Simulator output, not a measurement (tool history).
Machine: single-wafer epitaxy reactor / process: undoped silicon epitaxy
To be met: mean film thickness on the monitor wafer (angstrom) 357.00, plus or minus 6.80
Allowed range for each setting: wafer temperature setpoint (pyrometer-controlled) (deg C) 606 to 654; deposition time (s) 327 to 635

run    day  wafer temperature setpoint (pyrometer-controlled) (deg C)  deposition time (s)  mean film thickness on the monitor wafer (angstrom)
  1  0.000                                                        630                  481                                               506.53
  2  0.088                                                        636                  481                                               584.98
  3  0.188                                                        636                  526                                               639.03
  4  0.250                                                        633                  526                                               594.96
  5  0.354                                                        630                  526                                               547.14
  6  0.538                                                        640                  526                                               709.63
  7  0.792                                                        637                  526                                               652.83
  8  0.846                                                        634                  526                                               607.38
  9  0.979                                                        631                  526                                               560.61
 10  1.075                                                        629                  526                                               539.87
 11  1.217                                                        627                  526                                               510.91
 12  1.412                                                        625                  526                                               487.19

Consider the 5 candidate settings below. Which is the only one whose results all fall within their allowed miss of target?
  A  1.608                                                        614                  510                                                    ?
  B  1.608                                                        638                  541                                                    ?
  C  1.608                                                        612                  511                                                    ?
  D  1.608                                                        614                  486                                                    ?
  E  1.608                                                        618                  552                                                    ?

move  mean film thickness on the monitor wafer (angstrom)
   A                                               354.98
   B                                               687.08
   C                                               337.75
   D                                               338.28
   E                                               425.77
A: every result lands within tolerance
B: lands further from the targets than the last run did
C: pushes the last run's worst result past its target
D: pushes the last run's worst result past its target
E: nearer than the last run, and not there yet
A meets every target.
